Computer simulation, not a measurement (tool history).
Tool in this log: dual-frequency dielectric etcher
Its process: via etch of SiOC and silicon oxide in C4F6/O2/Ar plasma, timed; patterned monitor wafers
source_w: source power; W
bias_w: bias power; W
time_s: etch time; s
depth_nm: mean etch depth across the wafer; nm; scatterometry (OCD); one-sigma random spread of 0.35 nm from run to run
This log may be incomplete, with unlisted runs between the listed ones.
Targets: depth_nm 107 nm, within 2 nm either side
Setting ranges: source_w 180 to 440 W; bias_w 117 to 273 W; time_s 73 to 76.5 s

Run 1, hour 0: source_w 310 W, bias_w 195 W, time_s 73 s. Result: depth_nm 84.586 nm.
Run 2, hour 0.7: source_w 310 W, bias_w 195 W, time_s 76.5 s. Result: depth_nm 88.72 nm.
Run 3, hour 9.7: source_w 350 W, bias_w 204 W, time_s 76.5 s. Result: depth_nm 93.589 nm.
Run 4, hour 12: source_w 380 W, bias_w 218 W, time_s 76.5 s. Result: depth_nm 99.119 nm.
Run 5, hour 15.9: source_w 410 W, bias_w 218 W, time_s 76.5 s. Result: depth_nm 102.04 nm.
Run 6, hour 21.3: source_w 360 W, bias_w 218 W, time_s 76.5 s. Result: depth_nm 97.76 nm.
Run 7, hour 21.9: source_w 380 W, bias_w 224 W, time_s 76.5 s. Result: depth_nm 101.52 nm.
Run 8, hour 29.1: source_w 400 W, bias_w 226 W, time_s 76.5 s. Result: depth_nm 102.99 nm.
Run 9, hour 35.3: source_w 410 W, bias_w 228 W, time_s 76.5 s. Result: depth_nm 103.88 nm.

Consider the 4 candidate settings below. Which is the only one whose results all fall within their allowed miss of target?
Run A, hour 41.5: source_w 440 W, bias_w 236 W, time_s 76 s. Result: depth_nm ?.
Run B, hour 41.5: source_w 400 W, bias_w 253 W, time_s 73.5 s. Result: depth_nm ?.
Run C, hour 41.5: source_w 400 W, bias_w 230 W, time_s 76 s. Result: depth_nm ?.
Run D, hour 41.5: source_w 420 W, bias_w 240 W, time_s 73 s. Result: depth_nm ?.

move  depth_nm
   A       108
   B     104.5
   C    103.47
   D    102.95
A: in spec on every target
B: nearer than the last run, and not there yet
C: its largest miss is bigger than the last run's
D: its largest miss is bigger than the last run's
A is the move that brings every result within its allowed miss.
